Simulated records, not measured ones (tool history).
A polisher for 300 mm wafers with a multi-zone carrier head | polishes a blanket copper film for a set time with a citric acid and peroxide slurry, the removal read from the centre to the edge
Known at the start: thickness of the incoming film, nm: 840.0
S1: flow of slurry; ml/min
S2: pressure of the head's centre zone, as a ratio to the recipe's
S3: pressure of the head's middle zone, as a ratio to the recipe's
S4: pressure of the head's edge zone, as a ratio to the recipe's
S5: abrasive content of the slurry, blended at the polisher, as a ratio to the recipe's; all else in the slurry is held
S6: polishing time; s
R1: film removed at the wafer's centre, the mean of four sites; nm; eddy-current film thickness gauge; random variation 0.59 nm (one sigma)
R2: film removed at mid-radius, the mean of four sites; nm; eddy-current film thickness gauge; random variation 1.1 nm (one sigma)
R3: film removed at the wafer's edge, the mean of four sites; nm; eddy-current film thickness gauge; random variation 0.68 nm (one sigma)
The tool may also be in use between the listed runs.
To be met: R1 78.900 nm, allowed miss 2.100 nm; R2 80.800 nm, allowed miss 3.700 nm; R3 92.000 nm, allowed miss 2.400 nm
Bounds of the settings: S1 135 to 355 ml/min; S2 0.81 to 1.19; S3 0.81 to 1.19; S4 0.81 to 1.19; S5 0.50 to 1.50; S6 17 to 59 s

Run 1, hour 0.0: S1 225 ml/min, S2 1.00, S3 1.00, S4 1.00, S5 1.00, S6 38 s. Result: R1 90.520 nm, R2 86.938 nm, R3 90.022 nm.
Run 2, hour 4.5: S1 225 ml/min, S2 1.00, S3 1.00, S4 1.00, S5 0.80, S6 38 s. Result: R1 84.968 nm, R2 83.660 nm, R3 85.100 nm.
Run 3, hour 10.8: S1 225 ml/min, S2 1.00, S3 1.00, S4 1.00, S5 0.80, S6 31 s. Result: R1 69.599 nm, R2 67.289 nm, R3 68.741 nm.
Run 4, hour 12.2: S1 235 ml/min, S2 0.97, S3 1.01, S4 1.06, S5 1.00, S6 31 s. Result: R1 71.542 nm, R2 70.575 nm, R3 75.750 nm.
Run 5, hour 18.4: S1 235 ml/min, S2 0.97, S3 1.01, S4 1.01, S5 1.00, S6 31 s. Result: R1 71.706 nm, R2 73.660 nm, R3 73.864 nm.
At hour 23.7: worn pad replaced by a new one.
Run 6, hour 23.7: S1 280 ml/min, S2 0.97, S3 1.01, S4 1.01, S5 1.00, S6 31 s. Result: R1 83.053 nm, R2 84.522 nm, R3 86.591 nm.
Run 7, hour 32.2: S1 280 ml/min, S2 0.95, S3 0.99, S4 1.03, S5 1.05, S6 31 s. Result: R1 82.961 nm, R2 81.891 nm, R3 87.325 nm.
Run 8, hour 39.2: S1 280 ml/min, S2 0.92, S3 0.99, S4 1.05, S5 1.10, S6 31 s. Result: R1 80.385 nm, R2 84.024 nm, R3 89.443 nm.

4 next moves are on the table. One of them brings every result within its allowed miss. Which?
Run A, hour 46.2: S1 300 ml/min, S2 0.92, S3 0.99, S4 0.94, S5 1.05, S6 32 s. Result: R1 ?, R2 ?, R3 ?.
Run B, hour 46.2: S1 300 ml/min, S2 0.93, S3 0.99, S4 1.02, S5 1.15, S6 30 s. Result: R1 ?, R2 ?, R3 ?.
Run C, hour 46.2: S1 275 ml/min, S2 0.89, S3 1.05, S4 1.05, S5 1.05, S6 32 s. Result: R1 ?, R2 ?, R3 ?.
Run D, hour 46.2: S1 310 ml/min, S2 0.89, S3 0.94, S4 1.10, S5 1.10, S6 31 s. Result: R1 ?, R2 ?, R3 ?.

move      R1      R2      R3
   A  82.645  86.881  86.941
   B  80.148  83.329  86.722
   C  79.138  89.683  90.994
   D  78.605  82.451  92.281
A: further off than the last run
B: further off than the last run
C: brings the result that was furthest off to its target, and leaves another outside
D: meets every target
Move D is the one to make.
